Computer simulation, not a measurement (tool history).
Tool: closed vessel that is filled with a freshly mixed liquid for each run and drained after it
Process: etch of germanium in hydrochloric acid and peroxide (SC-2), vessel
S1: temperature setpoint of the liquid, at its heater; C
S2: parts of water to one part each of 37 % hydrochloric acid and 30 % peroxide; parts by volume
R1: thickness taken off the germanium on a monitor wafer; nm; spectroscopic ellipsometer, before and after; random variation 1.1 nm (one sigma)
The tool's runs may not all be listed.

Run 1, day 0.000: S1 53.0 C, S2 10.5 parts by volume, time in the liquid (s) 90. Result: R1 292.07 nm.
Run 2, day 0.167: S1 51.0 C, S2 10.5 parts by volume, time in the liquid (s) 90. Result: R1 273.87 nm.
Run 3, day 0.350: S1 51.0 C, S2 10.5 parts by volume, time in the liquid (s) 90. Result: R1 275.15 nm.
Run 4, day 0.692: S1 51.0 C, S2 10.5 parts by volume, time in the liquid (s) 90. Result: R1 276.15 nm.
Run 5, day 0.808: S1 49.5 C, S2 10.5 parts by volume, time in the liquid (s) 90. Result: R1 263.96 nm.
Run 6, day 0.875: S1 48.5 C, S2 10.5 parts by volume, time in the liquid (s) 90. Result: R1 255.84 nm.
Run 7, day 0.938: S1 47.5 C, S2 10.5 parts by volume, time in the liquid (s) 90. Result: R1 248.77 nm.

Run 8 comes next. What will it give?
Run 8, day 1.021: S1 47.0 C, S2 10.5 parts by volume, time in the liquid (s) 90. Result: R1 ?.

{"run 8": {"R1": 243.08}}
